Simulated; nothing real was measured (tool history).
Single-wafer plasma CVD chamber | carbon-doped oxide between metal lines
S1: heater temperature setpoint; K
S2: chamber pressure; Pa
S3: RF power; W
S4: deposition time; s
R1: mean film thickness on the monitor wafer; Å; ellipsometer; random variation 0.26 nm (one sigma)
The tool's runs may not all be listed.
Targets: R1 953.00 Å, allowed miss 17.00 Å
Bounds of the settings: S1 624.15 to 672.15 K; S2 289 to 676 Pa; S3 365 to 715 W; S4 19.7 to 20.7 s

| run | hour | S1 | S2 | S3 | S4 | R1 |
|---|---|---|---|---|---|---|
| 1 | 0.0 | 648.15 | 483 | 540 | 20.7 | 1050.40 |
| 2 | 3.8 | 648.15 | 483 | 595 | 20.7 | 1119.20 |
| 3 | 7.0 | 648.15 | 483 | 645 | 20.7 | 1179.60 |
| 4 | 14.0 | 648.15 | 483 | 645 | 19.7 | 1126.60 |
| 5 | 18.3 | 649.15 | 468 | 630 | 19.7 | 1102.40 |
| 6 | 27.1 | 659.15 | 468 | 630 | 19.7 | 1076.80 |
| 7 | 31.0 | 660.15 | 456 | 620 | 19.7 | 1064.10 |
| 8 | 38.7 | 661.15 | 448 | 610 | 19.7 | 1047.20 |
| 9 | 41.6 | 662.15 | 440 | 600 | 19.7 | 1032.70 |

Which of these 4 next moves meets every target?
| A | 44.5 | 664.15 | 477 | 560 | 19.7 | ? |
| B | 44.5 | 655.15 | 525 | 530 | 20.2 | ? |
| C | 44.5 | 666.15 | 415 | 545 | 19.7 | ? |
| D | 44.5 | 672.15 | 376 | 590 | 19.7 | ? |

| move | R1 |
|---|---|
| A | 997.75 |
| B | 1013.00 |
| C | 962.23 |
| D | 996.51 |
A: nearer than the last run, and not there yet
B: nearer than the last run, and not there yet
C: meets every target
D: nearer than the last run, and not there yet
Answer: C
